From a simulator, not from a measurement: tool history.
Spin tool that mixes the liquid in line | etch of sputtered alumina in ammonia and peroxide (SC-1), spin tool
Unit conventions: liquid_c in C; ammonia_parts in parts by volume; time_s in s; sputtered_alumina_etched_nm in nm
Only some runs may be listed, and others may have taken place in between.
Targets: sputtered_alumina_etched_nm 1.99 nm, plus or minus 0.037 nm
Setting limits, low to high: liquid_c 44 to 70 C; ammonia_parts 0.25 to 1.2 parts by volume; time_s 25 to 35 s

run 1 hour=0 | liquid_c=60 ammonia_parts=0.95 time_s=35 | sputtered_alumina_etched_nm=3.6021
run 2 hour=7.5 | liquid_c=63 ammonia_parts=0.95 time_s=35 | sputtered_alumina_etched_nm=4.1648
run 3 hour=10.5 | liquid_c=63 ammonia_parts=0.7 time_s=35 | sputtered_alumina_etched_nm=4.0652
run 4 hour=17.8 | liquid_c=67.5 ammonia_parts=0.7 time_s=35 | sputtered_alumina_etched_nm=5.1325
run 5 hour=26.5 | liquid_c=70 ammonia_parts=0.7 time_s=35 | sputtered_alumina_etched_nm=5.7271
run 6 hour=32.6 | liquid_c=66 ammonia_parts=0.7 time_s=35 | sputtered_alumina_etched_nm=4.756
run 7 hour=33.4 | liquid_c=62.5 ammonia_parts=0.7 time_s=35 | sputtered_alumina_etched_nm=3.9268
run 8 hour=37.3 | liquid_c=60 ammonia_parts=0.7 time_s=35 | sputtered_alumina_etched_nm=3.4934
run 9 hour=40.6 | liquid_c=58 ammonia_parts=0.7 time_s=35 | sputtered_alumina_etched_nm=3.1631
run 10 hour=42.9 | liquid_c=56 ammonia_parts=0.7 time_s=35 | sputtered_alumina_etched_nm=2.8146
run 11 hour=51.2 | liquid_c=54.5 ammonia_parts=0.7 time_s=35 | sputtered_alumina_etched_nm=2.6358
run 12 hour=60.1 | liquid_c=47.5 ammonia_parts=0.7 time_s=35 | sputtered_alumina_etched_nm=1.788
run 13 hour=63.3 | liquid_c=48 ammonia_parts=0.7 time_s=35 | sputtered_alumina_etched_nm=1.8376
run 14 hour=66.5 | liquid_c=48.5 ammonia_parts=0.7 time_s=35 | sputtered_alumina_etched_nm=1.8678
run 15 hour=74.1 | liquid_c=50 ammonia_parts=0.7 time_s=35 | sputtered_alumina_etched_nm=2.0543

Which one of the following 5 next-run settings gets every result inside its allowed miss? There is exactly one.
run A hour=81.7 | liquid_c=48.5 ammonia_parts=0.85 time_s=35 | sputtered_alumina_etched_nm=?
run B hour=81.7 | liquid_c=54.5 ammonia_parts=0.8 time_s=25 | sputtered_alumina_etched_nm=?
run C hour=81.7 | liquid_c=51 ammonia_parts=0.5 time_s=35 | sputtered_alumina_etched_nm=?
run D hour=81.7 | liquid_c=50 ammonia_parts=0.35 time_s=35 | sputtered_alumina_etched_nm=?
run E hour=81.7 | liquid_c=51.5 ammonia_parts=1.05 time_s=30 | sputtered_alumina_etched_nm=?

move=A sputtered_alumina_etched_nm=1.9132
move=B sputtered_alumina_etched_nm=1.8831
move=C sputtered_alumina_etched_nm=2.0878
move=D sputtered_alumina_etched_nm=1.9107
move=E sputtered_alumina_etched_nm=1.973
A: takes the biggest miss from the last run beyond its target
B: takes the biggest miss from the last run beyond its target
C: its largest miss is bigger than the last run's
D: takes the biggest miss from the last run beyond its target
E: every result lands within tolerance
E meets every target.

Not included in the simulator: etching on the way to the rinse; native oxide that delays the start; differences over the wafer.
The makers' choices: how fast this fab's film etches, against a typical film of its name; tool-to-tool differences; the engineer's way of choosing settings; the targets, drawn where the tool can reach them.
